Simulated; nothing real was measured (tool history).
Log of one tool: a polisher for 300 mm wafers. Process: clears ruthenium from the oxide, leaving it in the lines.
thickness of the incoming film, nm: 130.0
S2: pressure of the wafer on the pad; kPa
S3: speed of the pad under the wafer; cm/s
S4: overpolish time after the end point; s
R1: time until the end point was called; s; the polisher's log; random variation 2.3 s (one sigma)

{"run": 1, "hour": 0.0, "flow of slurry (ml/min)": 140, "S2": 9.7, "S3": 114, "S4": 47, "R1": 156.04}
{"run": 2, "hour": 4.5, "flow of slurry (ml/min)": 140, "S2": 9.7, "S3": 114, "S4": 47, "R1": 153.56}
{"run": 3, "hour": 9.8, "flow of slurry (ml/min)": 135, "S2": 9, "S3": 114, "S4": 47, "R1": 168.3}
{"run": 4, "hour": 13.8, "flow of slurry (ml/min)": 160, "S2": 9, "S3": 114, "S4": 47, "R1": 160.05}
{"run": 5, "hour": 14.4, "flow of slurry (ml/min)": 150, "S2": 8.3, "S3": 114, "S4": 47, "R1": 176.4}
{"run": 6, "hour": 17.9, "flow of slurry (ml/min)": 140, "S2": 8.3, "S3": 114, "S4": 47, "R1": 180.81}

The next listed run, before its measurement:
{"run": 7, "hour": 26.8, "flow of slurry (ml/min)": 130, "S2": 8.3, "S3": 114, "S4": 47, "R1": "?"}

Run 7 gave R1 182.69 s.
